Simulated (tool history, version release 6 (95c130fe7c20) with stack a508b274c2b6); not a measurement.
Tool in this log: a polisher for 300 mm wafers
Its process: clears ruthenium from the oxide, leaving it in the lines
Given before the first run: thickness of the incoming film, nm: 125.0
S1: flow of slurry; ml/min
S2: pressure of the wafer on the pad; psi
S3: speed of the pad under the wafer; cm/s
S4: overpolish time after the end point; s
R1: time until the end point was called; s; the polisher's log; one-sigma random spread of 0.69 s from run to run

| run | hour | S1 | S2 | S3 | S4 | R1 |
|---|---|---|---|---|---|---|
| 1 | 0.0 | 290 | 2.0 | 86 | 11 | 119.940 |
| 2 | 4.0 | 315 | 2.0 | 86 | 11 | 121.180 |
| 3 | 12.5 | 315 | 2.0 | 74 | 11 | 137.370 |
| 4 | 14.8 | 315 | 2.3 | 78 | 11 | 118.500 |
| 5 | 19.8 | 315 | 2.5 | 86 | 11 | 98.143 |
| 6 | 27.8 | 270 | 2.5 | 86 | 11 | 99.899 |
| 7 | 30.2 | 270 | 2.7 | 90 | 11 | 90.511 |
| 8 | 36.3 | 275 | 2.8 | 94 | 11 | 84.367 |
|  | 43.2 | worn pad replaced by a new one |
| 9 | 43.2 | 275 | 2.9 | 98 | 11 | 69.024 |

For run 10, what comes out?
| 10 | 48.7 | 280 | 2.9 | 98 | 11 | ? |

{"run 10": {"R1": 69.584}}

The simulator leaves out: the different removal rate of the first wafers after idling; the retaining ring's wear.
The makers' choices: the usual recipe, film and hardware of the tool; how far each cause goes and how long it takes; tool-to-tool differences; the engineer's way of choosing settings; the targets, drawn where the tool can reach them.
